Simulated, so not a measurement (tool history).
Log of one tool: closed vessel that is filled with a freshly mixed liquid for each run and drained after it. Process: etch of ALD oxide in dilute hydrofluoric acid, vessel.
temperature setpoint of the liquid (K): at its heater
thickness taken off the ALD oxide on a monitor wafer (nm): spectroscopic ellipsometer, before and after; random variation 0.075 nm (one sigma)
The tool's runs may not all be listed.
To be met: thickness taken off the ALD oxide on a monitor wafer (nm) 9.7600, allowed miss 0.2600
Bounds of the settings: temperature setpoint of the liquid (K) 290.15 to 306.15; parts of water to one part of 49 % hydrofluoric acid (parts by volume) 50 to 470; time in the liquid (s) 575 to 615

run  hour  temperature setpoint of the liquid (K)  parts of water to one part of 49 % hydrofluoric acid (parts by volume)  time in the liquid (s)  thickness taken off the ALD oxide on a monitor wafer (nm)
  1   0.0                                  298.15                                                                     260                     575                                                    17.5110
  2   5.0                                  297.15                                                                     270                     575                                                    16.0460
  3   8.0                                  295.65                                                                     270                     575                                                    15.2050
  4  10.0                                  294.15                                                                     270                     575                                                    14.5300
  5  12.3                                  293.65                                                                     275                     575                                                    13.7300
  6  14.3                                  293.65                                                                     185                     575                                                    22.0690
  7  17.2                                  293.15                                                                     200                     575                                                    20.2200
  8  18.4                                  290.15                                                                     305                     575                                                    10.7200
  9  22.4                                  290.15                                                                     315                     575                                                    10.1980
 10  30.4                                  290.15                                                                     320                     575                                                    10.1520

5 next moves are on the table. One of them brings every result within its allowed miss. Which?
  A  38.4                                  291.65                                                                     325                     585                                                          ?
  B  38.4                                  292.15                                                                     340                     590                                                          ?
  C  38.4                                  290.65                                                                     325                     615                                                          ?
  D  38.4                                  293.15                                                                     355                     575                                                          ?
  E  38.4                                  291.65                                                                     325                     575                                                          ?

move  thickness taken off the ALD oxide on a monitor wafer (nm)
   A                                                    10.7270
   B                                                    10.3990
   C                                                    10.8680
   D                                                     9.9334
   E                                                    10.5440
A: further off than the last run
B: further off than the last run
C: further off than the last run
D: meets every target
E: further off than the last run
Answer: D
